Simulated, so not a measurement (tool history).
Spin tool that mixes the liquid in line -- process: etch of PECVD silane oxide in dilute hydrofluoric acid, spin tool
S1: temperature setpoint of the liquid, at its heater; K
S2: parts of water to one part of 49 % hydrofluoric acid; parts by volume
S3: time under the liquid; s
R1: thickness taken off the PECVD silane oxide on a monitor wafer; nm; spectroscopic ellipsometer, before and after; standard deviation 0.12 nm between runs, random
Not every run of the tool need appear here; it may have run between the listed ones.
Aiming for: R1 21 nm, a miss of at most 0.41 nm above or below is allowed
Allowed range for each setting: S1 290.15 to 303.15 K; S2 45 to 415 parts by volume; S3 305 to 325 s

run,hour,S1,S2,S3,R1
1,0,295.15,230,305,14.724
2,3.6,292.65,230,305,13.288
3,8.8,294.65,230,305,14.283
4,12.2,296.15,225,305,15.513
5,16.6,296.15,150,305,25.279
# hour 21.9: hydrofluoric acid flow meter replaced
6,21.9,296.15,70,305,68.038
7,30.2,295.65,95,305,47.573
8,39,294.65,110,305,38.543
9,44.6,293.65,120,305,33.889
10,51.1,293.15,130,305,30.31
11,56.9,292.65,135,305,28.171
12,60.1,292.15,140,305,26.635

Exercise: of the 5 proposed moves below, exactly one satisfies all targets within the stated allowed misses. Which move is it?
A,63.3,292.15,115,325,?
B,63.3,291.65,155,310,?
C,63.3,290.15,160,305,?
D,63.3,293.65,135,325,?
E,63.3,294.65,185,315,?

move,R1
A,34.885
B,23.214
C,20.719
D,30.911
E,21.569
A: moves away from the targets compared with the last run
B: nearer than the last run, and not there yet
C: hits every target within its allowed miss
D: moves away from the targets compared with the last run
E: nearer than the last run, and not there yet
So the answer is move C, the one that meets all the targets.
